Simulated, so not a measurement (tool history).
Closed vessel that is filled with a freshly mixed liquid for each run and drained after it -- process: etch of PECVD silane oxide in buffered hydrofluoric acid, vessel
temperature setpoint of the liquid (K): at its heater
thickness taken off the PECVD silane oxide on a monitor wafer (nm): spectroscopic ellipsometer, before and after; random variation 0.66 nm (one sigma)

run,hour,temperature setpoint of the liquid (K),parts of 40 % ammonium fluoride to one part of 49 % hydrofluoric acid (parts by volume),time in the liquid (s),thickness taken off the PECVD silane oxide on a monitor wafer (nm)
1,0.0,294.15,12.0,30,38.310
2,3.0,294.15,14.0,30,32.082
3,8.2,296.65,12.5,30,41.337
4,14.0,298.65,11.5,30,49.899
5,16.6,299.65,10.5,30,58.623
6,21.4,300.65,10.0,30,63.467
7,25.6,301.15,10.0,30,65.440

Predict the results of run 8:
8,34.4,301.65,10.0,30,?

thickness taken off the PECVD silane oxide on a monitor wafer (nm): 68.400
